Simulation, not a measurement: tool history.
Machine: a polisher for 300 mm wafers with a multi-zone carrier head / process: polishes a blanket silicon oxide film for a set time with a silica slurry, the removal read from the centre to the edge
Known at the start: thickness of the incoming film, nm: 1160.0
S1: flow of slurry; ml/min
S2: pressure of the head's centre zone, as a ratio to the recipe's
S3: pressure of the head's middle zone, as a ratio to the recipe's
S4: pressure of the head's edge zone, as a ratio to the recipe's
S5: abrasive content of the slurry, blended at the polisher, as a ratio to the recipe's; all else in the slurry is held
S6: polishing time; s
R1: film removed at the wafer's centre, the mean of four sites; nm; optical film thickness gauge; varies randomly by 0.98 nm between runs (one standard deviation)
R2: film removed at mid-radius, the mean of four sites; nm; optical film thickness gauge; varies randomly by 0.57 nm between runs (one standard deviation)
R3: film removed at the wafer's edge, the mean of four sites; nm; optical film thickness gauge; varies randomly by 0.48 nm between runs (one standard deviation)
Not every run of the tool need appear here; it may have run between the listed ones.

run	hour	S1	S2	S3	S4	S5	S6	R1	R2	R3
1	0	155	1	1	1	1	45	127.44	114.31	116.11
2	0.6	150	0.98	1.02	0.96	0.85	41	106.82	101.09	98.635
3	5.4	150	0.98	1.02	1.03	0.85	41	103.48	98.882	100.2
4	6.8	150	0.98	1.02	1.03	0.85	30	76.258	74.262	74.835
5	11.4	165	0.98	1.02	1.03	0.85	30	77.546	72.84	74.615
6	16.8	160	0.98	1.04	0.99	0.75	30	73.294	70.959	68.914
# hour 23.6: centre zone pressure recalibrated
7	23.6	160	0.97	1.06	0.97	0.7	30	63.362	70.727	66.163

Run 8, settings as shown, results not yet in. Your forecast:
8	27.9	160	0.97	1.06	0.97	0.7	30	?	?	?

R1: 63.197 nm
R2: 69.946 nm
R3: 66.876 nm
